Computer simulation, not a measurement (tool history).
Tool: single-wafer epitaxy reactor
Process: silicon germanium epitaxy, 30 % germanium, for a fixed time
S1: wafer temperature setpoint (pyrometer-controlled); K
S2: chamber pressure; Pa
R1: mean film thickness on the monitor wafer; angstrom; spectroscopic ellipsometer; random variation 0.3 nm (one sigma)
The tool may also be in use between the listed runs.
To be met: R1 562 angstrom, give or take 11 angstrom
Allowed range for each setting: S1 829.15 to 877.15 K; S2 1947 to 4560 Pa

{"run": 1, "hour": 0.0, "S1": 853.15, "S2": 3253, "R1": 437.81}
{"run": 2, "hour": 0.8, "S1": 853.15, "S2": 3040, "R1": 414.37}
{"run": 3, "hour": 3.5, "S1": 855.15, "S2": 3040, "R1": 434.55}
{"run": 4, "hour": 12.1, "S1": 857.15, "S2": 3040, "R1": 442.26}
{"run": 5, "hour": 15.9, "S1": 859.15, "S2": 3040, "R1": 456.05}
{"run": 6, "hour": 19.2, "S1": 861.15, "S2": 3040, "R1": 478.23}
{"run": 7, "hour": 27.9, "S1": 862.15, "S2": 3040, "R1": 483.65}
{"run": 8, "hour": 31.1, "S1": 863.15, "S2": 3040, "R1": 494.33}
{"run": 9, "hour": 39.9, "S1": 864.15, "S2": 3040, "R1": 498.82}
{"run": 10, "hour": 48.6, "S1": 865.15, "S2": 3040, "R1": 504.82}
{"run": 11, "hour": 50.1, "S1": 866.15, "S2": 3040, "R1": 518.63}
{"run": 12, "hour": 58.2, "S1": 867.15, "S2": 3040, "R1": 521.34}
{"run": 13, "hour": 61.3, "S1": 868.15, "S2": 3040, "R1": 534.48}

Below are 5 possible settings for the next run. Only one of them brings all results inside the allowed miss of their targets. Which is it?
{"run": "A", "hour": 64.4, "S1": 871.15, "S2": 2786, "R1": "?"}
{"run": "B", "hour": 64.4, "S1": 876.15, "S2": 2306, "R1": "?"}
{"run": "C", "hour": 64.4, "S1": 865.15, "S2": 3066, "R1": "?"}
{"run": "D", "hour": 64.4, "S1": 868.15, "S2": 3346, "R1": "?"}
{"run": "E", "hour": 64.4, "S1": 872.15, "S2": 3186, "R1": "?"}

move=A R1=532.21
move=B R1=505.35
move=C R1=512.85
move=D R1=567.91
move=E R1=588.55
A: lands further from the targets than the last run did
B: lands further from the targets than the last run did
C: lands further from the targets than the last run did
D: every result lands within tolerance
E: carries the result that was furthest off beyond its target, to the other side
So the answer is move D, the one that meets all the targets.
